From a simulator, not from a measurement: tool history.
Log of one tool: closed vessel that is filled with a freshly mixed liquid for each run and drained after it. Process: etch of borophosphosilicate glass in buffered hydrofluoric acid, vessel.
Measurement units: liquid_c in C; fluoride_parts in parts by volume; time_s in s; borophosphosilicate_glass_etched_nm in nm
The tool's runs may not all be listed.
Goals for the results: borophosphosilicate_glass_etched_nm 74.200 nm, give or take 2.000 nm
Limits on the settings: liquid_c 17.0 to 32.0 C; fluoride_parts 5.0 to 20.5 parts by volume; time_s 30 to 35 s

run  hour  liquid_c  fluoride_parts  time_s  borophosphosilicate_glass_etched_nm
  1   0.0      24.0            12.5      35                               46.256
  2   7.6      25.5            12.5      35                               50.256
  3  15.1      27.0            12.5      35                               53.845
  4  17.3      30.0            12.5      35                               63.124
  5  22.8      28.0            12.5      35                               57.459
  6  24.4      29.0            12.5      35                               60.706
  7  27.8      29.5            12.5      35                               62.410
  8  36.8      30.0            12.5      35                               63.033
  9  40.9      30.5            12.5      35                               65.060
 10  46.3      31.0            12.5      35                               66.395
 11  50.3      31.0            12.5      35                               67.154
 12  51.4      31.0            12.5      35                               67.067
 13  57.1      31.5            12.0      35                               71.305

Next run, 4 choices. One meets every target within its allowed miss, the rest don't. Which?
  A  62.8      31.5            12.5      35                                    ?
  B  62.8      32.0            12.0      35                                    ?
  C  62.8      28.0             7.5      30                                    ?
  D  62.8      32.0            12.5      35                                    ?

move  borophosphosilicate_glass_etched_nm
   A                               68.689
   B                               73.357
   C                               79.679
   D                               70.480
A: further off than the last run
B: every result within its allowed miss
C: takes the result that was furthest off past its target
D: further off than the last run
Move B is the one to make.
